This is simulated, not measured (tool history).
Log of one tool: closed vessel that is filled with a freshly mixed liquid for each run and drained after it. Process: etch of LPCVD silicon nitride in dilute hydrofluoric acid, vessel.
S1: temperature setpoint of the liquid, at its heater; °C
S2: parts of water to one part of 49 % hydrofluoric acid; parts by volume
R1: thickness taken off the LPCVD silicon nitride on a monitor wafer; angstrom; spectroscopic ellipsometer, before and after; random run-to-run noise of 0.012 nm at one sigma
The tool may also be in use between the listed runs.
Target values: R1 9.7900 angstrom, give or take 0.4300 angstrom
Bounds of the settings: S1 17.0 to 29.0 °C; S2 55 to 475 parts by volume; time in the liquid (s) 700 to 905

run 1 day=0.000 | S1=21.0 S2=265 time_in_the_liquid_(s)=905 | R1=15.0630
run 2 day=0.367 | S1=23.0 S2=265 time_in_the_liquid_(s)=905 | R1=17.1070
run 3 day=0.488 | S1=23.0 S2=195 time_in_the_liquid_(s)=905 | R1=23.4680
run 4 day=0.867 | S1=21.5 S2=220 time_in_the_liquid_(s)=900 | R1=18.3960
run 5 day=1.129 | S1=21.5 S2=255 time_in_the_liquid_(s)=900 | R1=16.1110
run 6 day=1.358 | S1=21.5 S2=305 time_in_the_liquid_(s)=900 | R1=13.6660
run 7 day=1.417 | S1=20.5 S2=310 time_in_the_liquid_(s)=900 | R1=12.2530
run 8 day=1.529 | S1=20.0 S2=310 time_in_the_liquid_(s)=900 | R1=12.0060

Below are 4 possible settings for the next run. Only one of them brings all results inside the allowed miss of their targets. Which is it?
run A day=1.642 | S1=18.0 S2=285 time_in_the_liquid_(s)=885 | R1=?
run B day=1.642 | S1=20.0 S2=295 time_in_the_liquid_(s)=765 | R1=?
run C day=1.642 | S1=17.0 S2=285 time_in_the_liquid_(s)=825 | R1=?
run D day=1.642 | S1=20.0 S2=305 time_in_the_liquid_(s)=775 | R1=?

move=A R1=11.3110
move=B R1=10.7580
move=C R1=9.8766
move=D R1=10.5530
A: nearer than the last run, and not there yet
B: nearer than the last run, and not there yet
C: in spec on every target
D: nearer than the last run, and not there yet
The right move is C.
